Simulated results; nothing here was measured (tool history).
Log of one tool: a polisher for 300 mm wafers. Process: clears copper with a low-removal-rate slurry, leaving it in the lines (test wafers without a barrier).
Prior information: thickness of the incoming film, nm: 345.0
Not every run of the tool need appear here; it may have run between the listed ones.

run	hour	flow of slurry (ml/min)	pressure of the wafer on the pad (psi)	speed of the pad under the wafer (cm/s)	abrasive content of the slurry	overpolish time after the end point (s)	time until the end point was called (s)	dishing of a wide line in a test structure (angstrom)
1	0	315	3.1	100	1	21	112.61	429.41
2	4.7	315	2.5	100	1	21	143.15	366.12
3	7.4	315	2.9	102	1	25	121.36	489.58
4	15.4	315	3.2	104	1	27	104.98	548.55
5	18	315	2.4	104	1	27	143.08	448.05
6	22.6	315	2.8	106	1	29	119.36	547.14

Estimate the outcome of run 7 from the log above:
7	29.2	315	3	106	1	31	?	?

time until the end point was called (s): 114.86
dishing of a wide line in a test structure (angstrom): 597.64

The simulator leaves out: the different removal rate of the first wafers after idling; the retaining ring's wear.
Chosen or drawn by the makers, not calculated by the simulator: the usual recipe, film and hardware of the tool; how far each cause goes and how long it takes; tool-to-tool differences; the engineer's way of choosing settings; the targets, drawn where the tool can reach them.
